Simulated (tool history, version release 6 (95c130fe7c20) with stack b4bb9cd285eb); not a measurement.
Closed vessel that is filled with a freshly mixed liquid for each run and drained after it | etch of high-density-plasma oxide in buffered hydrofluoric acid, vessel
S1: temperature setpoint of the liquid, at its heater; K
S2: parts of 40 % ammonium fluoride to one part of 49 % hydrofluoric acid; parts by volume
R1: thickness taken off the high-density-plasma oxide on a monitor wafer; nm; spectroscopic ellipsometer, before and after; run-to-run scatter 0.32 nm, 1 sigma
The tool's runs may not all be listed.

{"run": 1, "hour": 0.0, "S1": 295.15, "S2": 20.5, "time in the liquid (s)": 100, "R1": 54.306}
{"run": 2, "hour": 3.1, "S1": 295.15, "S2": 24.5, "time in the liquid (s)": 100, "R1": 48.097}
{"run": 3, "hour": 11.7, "S1": 296.65, "S2": 23.5, "time in the liquid (s)": 100, "R1": 53.523}
{"run": 4, "hour": 15.9, "S1": 297.65, "S2": 22.5, "time in the liquid (s)": 100, "R1": 58.549}
{"run": 5, "hour": 23.6, "S1": 297.65, "S2": 22.5, "time in the liquid (s)": 110, "R1": 64.671}
{"run": 6, "hour": 31.5, "S1": 294.65, "S2": 22.5, "time in the liquid (s)": 110, "R1": 54.791}
{"run": 7, "hour": 36.0, "S1": 296.15, "S2": 22.5, "time in the liquid (s)": 110, "R1": 59.389}

Predict the results of run 8:
{"run": 8, "hour": 41.4, "S1": 297.15, "S2": 22.5, "time in the liquid (s)": 110, "R1": "?"}

For run 8 the tool returned R1 62.512 nm.

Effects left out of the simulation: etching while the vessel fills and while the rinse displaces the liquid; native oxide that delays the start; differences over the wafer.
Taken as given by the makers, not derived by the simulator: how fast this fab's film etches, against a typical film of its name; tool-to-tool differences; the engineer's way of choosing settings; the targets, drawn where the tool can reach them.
